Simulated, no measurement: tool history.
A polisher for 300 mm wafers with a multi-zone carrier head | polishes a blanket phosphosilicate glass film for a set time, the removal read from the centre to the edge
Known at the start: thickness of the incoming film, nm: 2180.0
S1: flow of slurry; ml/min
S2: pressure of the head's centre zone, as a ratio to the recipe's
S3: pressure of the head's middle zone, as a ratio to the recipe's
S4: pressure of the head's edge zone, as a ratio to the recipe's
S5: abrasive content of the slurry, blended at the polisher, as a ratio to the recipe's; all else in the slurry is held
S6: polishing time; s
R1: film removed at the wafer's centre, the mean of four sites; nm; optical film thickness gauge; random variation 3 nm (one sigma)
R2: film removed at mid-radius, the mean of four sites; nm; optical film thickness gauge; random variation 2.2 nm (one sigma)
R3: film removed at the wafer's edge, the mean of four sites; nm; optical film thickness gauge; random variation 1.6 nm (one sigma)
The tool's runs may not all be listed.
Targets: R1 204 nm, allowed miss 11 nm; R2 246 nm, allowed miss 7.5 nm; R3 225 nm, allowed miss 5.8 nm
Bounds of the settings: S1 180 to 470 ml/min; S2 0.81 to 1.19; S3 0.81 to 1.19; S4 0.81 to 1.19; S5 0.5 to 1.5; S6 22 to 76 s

run 1 hour=0 | S1=300 S2=1 S3=1 S4=1 S5=1 S6=49 | R1=528.51 R2=538.35 R3=516.53
run 2 hour=3.5 | S1=300 S2=1 S3=1.05 S4=1 S5=1 S6=49 | R1=521.07 R2=558.28 R3=523.23
run 3 hour=7.6 | S1=300 S2=1 S3=1.09 S4=1 S5=1 S6=49 | R1=532.3 R2=585.42 R3=515.52
run 4 hour=12.6 | S1=295 S2=0.97 S3=1.07 S4=0.98 S5=0.9 S6=44 | R1=436.27 R2=477.29 R3=435.4
run 5 hour=20.8 | S1=295 S2=0.97 S3=1.07 S4=0.98 S5=0.7 S6=44 | R1=374.55 R2=414.21 R3=374.15
run 6 hour=22.3 | S1=295 S2=0.97 S3=1.07 S4=0.98 S5=0.9 S6=44 | R1=440.82 R2=489.44 R3=433.42
run 7 hour=29.5 | S1=295 S2=0.97 S3=1.07 S4=0.98 S5=0.9 S6=44 | R1=443.89 R2=484.05 R3=431.97
run 8 hour=33.2 | S1=290 S2=0.94 S3=1.07 S4=0.99 S5=0.8 S6=40 | R1=360.74 R2=412.34 R3=371.49
run 9 hour=37.4 | S1=285 S2=0.92 S3=1.06 S4=0.98 S5=0.75 S6=38 | R1=323.88 R2=368.71 R3=335.63
run 10 hour=45.3 | S1=280 S2=0.9 S3=1.05 S4=0.97 S5=0.7 S6=37 | R1=291.98 R2=343.36 R3=309.42
run 11 hour=48.9 | S1=270 S2=0.88 S3=1.03 S4=0.94 S5=0.65 S6=37 | R1=267.14 R2=321.21 R3=292.17
run 12 hour=51.7 | S1=270 S2=0.88 S3=1.03 S4=0.94 S5=0.65 S6=37 | R1=270.01 R2=321.18 R3=293.18
run 13 hour=55.2 | S1=255 S2=0.82 S3=0.97 S4=0.84 S5=0.5 S6=28 | R1=159.04 R2=187.41 R3=171.41
run 14 hour=57.9 | S1=260 S2=0.83 S3=0.99 S4=0.88 S5=0.5 S6=27 | R1=147.48 R2=181.49 R3=169.47
run 15 hour=58.8 | S1=280 S2=0.91 S3=1.03 S4=0.89 S5=0.75 S6=28 | R1=230.65 R2=271.26 R3=237.34
run 16 hour=64.2 | S1=280 S2=0.9 S3=1.02 S4=0.89 S5=0.75 S6=28 | R1=229.18 R2=263.6 R3=238.87
run 17 hour=64.7 | S1=275 S2=0.89 S3=1.01 S4=0.88 S5=0.75 S6=28 | R1=227.54 R2=260.32 R3=235.49
run 18 hour=71.1 | S1=275 S2=0.87 S3=1.01 S4=0.87 S5=0.75 S6=28 | R1=222.13 R2=258.55 R3=234.37
run 19 hour=74.5 | S1=270 S2=0.86 S3=1.01 S4=0.86 S5=0.75 S6=28 | R1=226.5 R2=259.44 R3=233.44
run 20 hour=81.4 | S1=275 S2=0.85 S3=1.01 S4=0.86 S5=0.75 S6=28 | R1=217.29 R2=258.14 R3=234.92
run 21 hour=82.2 | S1=270 S2=0.84 S3=1.01 S4=0.85 S5=0.75 S6=28 | R1=210.6 R2=261.02 R3=230.77

4 next moves are on the table. One of them brings every result within its allowed miss. Which?
run A hour=83 | S1=320 S2=0.85 S3=1.09 S4=0.81 S5=0.8 S6=27 | R1=? R2=? R3=?
run B hour=83 | S1=350 S2=0.81 S3=1.15 S4=0.92 S5=0.5 S6=36 | R1=? R2=? R3=?
run C hour=83 | S1=315 S2=0.82 S3=0.99 S4=0.85 S5=0.7 S6=28 | R1=? R2=? R3=?
run D hour=83 | S1=300 S2=0.83 S3=1.05 S4=0.81 S5=1 S6=24 | R1=? R2=? R3=?

move=A R1=222.69 R2=281.39 R3=231.24
move=B R1=204.56 R2=283.84 R3=235.28
move=C R1=204.38 R2=247.02 R3=225.36
move=D R1=217.11 R2=272.47 R3=231.57
A: further off than the last run
B: further off than the last run
C: meets every target
D: further off than the last run
Move C is the one to make.
